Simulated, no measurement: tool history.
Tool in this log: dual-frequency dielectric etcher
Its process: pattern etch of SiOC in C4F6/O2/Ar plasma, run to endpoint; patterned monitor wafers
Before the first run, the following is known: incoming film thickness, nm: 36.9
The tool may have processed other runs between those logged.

{"run": 1, "hour": 0.0, "bias power (kW)": 0.556, "source power (kW)": 0.46, "endpoint time (s)": 11.744}
{"run": 2, "hour": 2.6, "bias power (kW)": 0.58, "source power (kW)": 0.46, "endpoint time (s)": 11.594}
{"run": 3, "hour": 5.3, "bias power (kW)": 0.537, "source power (kW)": 0.46, "endpoint time (s)": 11.625}
{"run": 4, "hour": 12.0, "bias power (kW)": 0.484, "source power (kW)": 0.46, "endpoint time (s)": 12.077}
{"run": 5, "hour": 19.6, "bias power (kW)": 0.52, "source power (kW)": 0.47, "endpoint time (s)": 11.754}
{"run": 6, "hour": 24.2, "bias power (kW)": 0.52, "source power (kW)": 0.4, "endpoint time (s)": 12.353}
{"run": 7, "hour": 25.7, "bias power (kW)": 0.559, "source power (kW)": 0.42, "endpoint time (s)": 11.885}
{"run": 8, "hour": 32.6, "bias power (kW)": 0.559, "source power (kW)": 0.42, "endpoint time (s)": 11.901}
{"run": 9, "hour": 34.3, "bias power (kW)": 0.591, "source power (kW)": 0.43, "endpoint time (s)": 11.674}
{"run": 10, "hour": 43.2, "bias power (kW)": 0.618, "source power (kW)": 0.44, "endpoint time (s)": 11.353}
{"run": 11, "hour": 51.4, "bias power (kW)": 0.635, "source power (kW)": 0.44, "endpoint time (s)": 11.339}
{"run": 12, "hour": 59.5, "bias power (kW)": 0.653, "source power (kW)": 0.45, "endpoint time (s)": 11.168}

Run 13 is up next; what results do you expect?
{"run": 13, "hour": 68.4, "bias power (kW)": 0.666, "source power (kW)": 0.45, "endpoint time (s)": "?"}

endpoint time (s): 11.139

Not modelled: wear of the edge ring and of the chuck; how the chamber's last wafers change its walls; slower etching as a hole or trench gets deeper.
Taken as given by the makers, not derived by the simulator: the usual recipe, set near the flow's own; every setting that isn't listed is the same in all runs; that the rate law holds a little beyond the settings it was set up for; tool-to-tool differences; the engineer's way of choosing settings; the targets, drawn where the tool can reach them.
